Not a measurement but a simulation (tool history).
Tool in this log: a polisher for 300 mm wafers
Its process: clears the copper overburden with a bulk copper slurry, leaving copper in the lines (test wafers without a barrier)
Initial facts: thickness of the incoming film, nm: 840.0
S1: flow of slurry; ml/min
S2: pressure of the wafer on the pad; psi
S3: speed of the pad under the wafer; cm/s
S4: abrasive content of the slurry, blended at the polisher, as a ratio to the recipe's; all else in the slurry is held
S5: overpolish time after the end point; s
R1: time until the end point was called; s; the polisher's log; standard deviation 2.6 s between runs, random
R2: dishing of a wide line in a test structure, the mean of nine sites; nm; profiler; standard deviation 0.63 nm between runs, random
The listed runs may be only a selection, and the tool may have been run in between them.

{"run": 1, "day": 0.0, "S1": 120, "S2": 2.1, "S3": 102, "S4": 1.0, "S5": 23, "R1": 118.19, "R2": 65.463}
{"run": 2, "day": 0.262, "S1": 120, "S2": 1.8, "S3": 108, "S4": 1.0, "S5": 19, "R1": 137.94, "R2": 56.665}
{"run": 3, "day": 0.475, "S1": 120, "S2": 1.8, "S3": 108, "S4": 1.0, "S5": 28, "R1": 134.18, "R2": 69.249}
{"run": 4, "day": 0.554, "S1": 140, "S2": 1.8, "S3": 108, "S4": 1.0, "S5": 28, "R1": 126.56, "R2": 70.586}
{"run": 5, "day": 0.667, "S1": 140, "S2": 1.8, "S3": 108, "S4": 1.2, "S5": 28, "R1": 124.26, "R2": 74.155}
{"run": 6, "day": 0.846, "S1": 140, "S2": 1.8, "S3": 108, "S4": 1.2, "S5": 32, "R1": 129.07, "R2": 77.928}
{"run": 7, "day": 1.054, "S1": 145, "S2": 1.7, "S3": 106, "S4": 1.0, "S5": 26, "R1": 136.17, "R2": 65.62}

Predict the results of run 8:
{"run": 8, "day": 1.138, "S1": 155, "S2": 1.7, "S3": 100, "S4": 0.85, "S5": 21, "R1": "?", "R2": "?"}

Run 8 yielded R1 148.87 s, R2 56.487 nm.
